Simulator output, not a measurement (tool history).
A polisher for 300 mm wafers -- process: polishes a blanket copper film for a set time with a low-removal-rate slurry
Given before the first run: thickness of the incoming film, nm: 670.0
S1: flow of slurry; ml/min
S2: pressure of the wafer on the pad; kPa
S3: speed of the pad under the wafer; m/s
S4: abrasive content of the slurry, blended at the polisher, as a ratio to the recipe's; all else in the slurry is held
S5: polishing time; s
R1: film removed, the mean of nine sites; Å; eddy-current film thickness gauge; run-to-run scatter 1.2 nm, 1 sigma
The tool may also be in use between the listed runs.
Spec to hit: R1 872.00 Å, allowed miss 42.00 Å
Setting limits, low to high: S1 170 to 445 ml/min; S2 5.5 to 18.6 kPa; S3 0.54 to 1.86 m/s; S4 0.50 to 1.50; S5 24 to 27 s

run,hour,S1,S2,S3,S4,S5,R1
1,0.0,285,11.7,1.18,1.00,27,589.34
2,2.0,310,11.7,1.18,1.00,27,596.00
3,7.5,310,11.7,1.38,1.00,27,665.23
4,13.7,355,11.7,1.38,1.00,27,672.91
5,21.3,355,12.4,1.38,1.00,27,713.44
6,24.3,355,13.1,1.38,1.00,27,762.75
7,28.7,355,13.8,1.38,1.00,27,783.32
8,34.8,355,14.5,1.38,1.00,27,804.76

Which single option among these 4 for the next run brings every result within its allowed miss of target? Just one does.
A,40.9,340,17.9,1.42,0.95,25,?
B,40.9,335,16.5,1.16,1.15,25,?
C,40.9,350,15.2,1.36,0.90,24,?
D,40.9,385,18.6,1.40,0.55,24,?

move,R1
A,900.23
B,730.78
C,725.39
D,795.13
A: hits every target within its allowed miss
B: moves away from the targets compared with the last run
C: moves away from the targets compared with the last run
D: moves away from the targets compared with the last run
A meets every target.

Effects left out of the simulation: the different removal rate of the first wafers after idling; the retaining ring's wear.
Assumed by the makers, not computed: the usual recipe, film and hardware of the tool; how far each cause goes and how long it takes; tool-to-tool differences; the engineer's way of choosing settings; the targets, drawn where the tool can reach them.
